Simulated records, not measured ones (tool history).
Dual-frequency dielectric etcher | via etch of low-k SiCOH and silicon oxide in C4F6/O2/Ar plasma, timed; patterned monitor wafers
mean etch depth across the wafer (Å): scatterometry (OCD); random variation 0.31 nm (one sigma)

run	hour	source power (kW)	bias power (kW)	etch time (s)	mean etch depth across the wafer (Å)
1	0	0.32	0.243	62.5	1425.6
2	3.6	0.32	0.208	62.5	1355.7
3	8.7	0.36	0.208	62.5	1437.8
4	9.9	0.36	0.233	62.5	1481.4
5	12.7	0.36	0.233	65	1532.6
6	20	0.36	0.233	65	1538.5
7	27	0.34	0.224	65	1488
8	33.8	0.32	0.217	65	1434.6
9	40.2	0.31	0.212	65	1392.5

Forecast run 10:
10	46.1	0.3	0.21	65	?

mean etch depth across the wafer (Å): 1374.7
